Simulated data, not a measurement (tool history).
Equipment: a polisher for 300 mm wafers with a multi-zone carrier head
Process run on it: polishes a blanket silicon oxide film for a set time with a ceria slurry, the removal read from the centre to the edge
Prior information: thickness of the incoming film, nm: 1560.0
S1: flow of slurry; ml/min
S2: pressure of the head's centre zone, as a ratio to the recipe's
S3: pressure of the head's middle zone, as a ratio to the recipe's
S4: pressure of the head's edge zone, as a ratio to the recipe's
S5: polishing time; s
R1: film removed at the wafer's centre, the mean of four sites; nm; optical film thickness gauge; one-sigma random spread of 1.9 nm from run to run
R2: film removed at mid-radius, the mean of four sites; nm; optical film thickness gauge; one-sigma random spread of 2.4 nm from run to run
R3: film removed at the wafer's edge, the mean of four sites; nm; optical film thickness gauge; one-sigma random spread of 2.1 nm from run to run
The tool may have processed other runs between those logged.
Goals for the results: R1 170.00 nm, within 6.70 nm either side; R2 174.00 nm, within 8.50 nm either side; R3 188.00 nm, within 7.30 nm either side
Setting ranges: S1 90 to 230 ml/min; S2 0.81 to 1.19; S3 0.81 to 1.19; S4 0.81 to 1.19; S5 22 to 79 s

Run 1, day 0.000: S1 150 ml/min, S2 1.00, S3 1.00, S4 1.00, S5 50 s. Result: R1 215.46 nm, R2 222.11 nm, R3 218.33 nm.
Run 2, day 0.346: S1 125 ml/min, S2 1.00, S3 1.00, S4 1.00, S5 50 s. Result: R1 204.49 nm, R2 214.79 nm, R3 207.91 nm.
Run 3, day 0.525: S1 120 ml/min, S2 0.98, S3 0.97, S4 1.00, S5 49 s. Result: R1 195.96 nm, R2 201.12 nm, R3 201.42 nm.
Run 4, day 0.754: S1 115 ml/min, S2 0.96, S3 0.95, S4 1.00, S5 49 s. Result: R1 191.66 nm, R2 193.67 nm, R3 202.52 nm.
Run 5, day 0.946: S1 115 ml/min, S2 0.96, S3 0.92, S4 1.00, S5 49 s. Result: R1 192.53 nm, R2 191.47 nm, R3 207.17 nm.
Run 6, day 1.229: S1 110 ml/min, S2 0.95, S3 0.92, S4 0.99, S5 48 s. Result: R1 184.15 nm, R2 181.72 nm, R3 195.05 nm.
Run 7, day 1.533: S1 105 ml/min, S2 0.94, S3 0.92, S4 0.99, S5 48 s. Result: R1 176.87 nm, R2 179.18 nm, R3 196.77 nm.
Run 8, day 1.671: S1 105 ml/min, S2 0.94, S3 0.92, S4 0.98, S5 48 s. Result: R1 179.51 nm, R2 181.94 nm, R3 191.94 nm.
Run 9, day 1.988: S1 95 ml/min, S2 0.91, S3 0.89, S4 0.98, S5 47 s. Result: R1 162.19 nm, R2 163.02 nm, R3 183.00 nm.

5 next moves are on the table. One of them brings every result within its allowed miss. Which?
Run A, day 2.304: S1 110 ml/min, S2 1.02, S3 0.84, S4 1.03, S5 45 s. Result: R1 ?, R2 ?, R3 ?.
Run B, day 2.304: S1 90 ml/min, S2 0.96, S3 0.81, S4 1.03, S5 46 s. Result: R1 ?, R2 ?, R3 ?.
Run C, day 2.304: S1 100 ml/min, S2 0.98, S3 0.85, S4 1.00, S5 45 s. Result: R1 ?, R2 ?, R3 ?.
Run D, day 2.304: S1 95 ml/min, S2 0.94, S3 0.91, S4 0.91, S5 46 s. Result: R1 ?, R2 ?, R3 ?.
Run E, day 2.304: S1 95 ml/min, S2 0.97, S3 0.95, S4 1.05, S5 46 s. Result: R1 ?, R2 ?, R3 ?.

move      R1      R2      R3
   A  177.50  156.50  190.64
   B  159.51  145.09  186.29
   C  165.90  153.34  184.10
   D  160.67  162.96  177.73
   E  164.84  168.86  190.20
A: moves away from the targets compared with the last run
B: moves away from the targets compared with the last run
C: moves away from the targets compared with the last run
D: moves away from the targets compared with the last run
E: in spec on every target
The move that meets every target is E.
